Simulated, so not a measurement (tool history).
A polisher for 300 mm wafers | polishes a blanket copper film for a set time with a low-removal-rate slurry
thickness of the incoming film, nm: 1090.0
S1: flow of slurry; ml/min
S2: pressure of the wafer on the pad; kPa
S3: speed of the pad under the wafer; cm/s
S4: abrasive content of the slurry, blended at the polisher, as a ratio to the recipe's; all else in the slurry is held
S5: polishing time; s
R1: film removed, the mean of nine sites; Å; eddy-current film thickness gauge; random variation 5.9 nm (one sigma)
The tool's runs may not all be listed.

run,day,S1,S2,S3,S4,S5,R1
1,0,310,20.7,106,1,127,3847.8
2,0.146,275,20.7,106,1,127,3847.2
3,0.338,355,20.7,106,1,127,3935.7
4,0.642,355,23.4,106,1,127,4199.7
5,0.992,355,25.5,106,1,127,4439
# day 1.108: head pressure recalibrated
6,1.108,355,25.5,106,1,127,4369.2

Run 7 comes next. What will it give?
7,1.242,355,26.2,106,1,127,?

{"run 7": {"R1": 4350.2}}
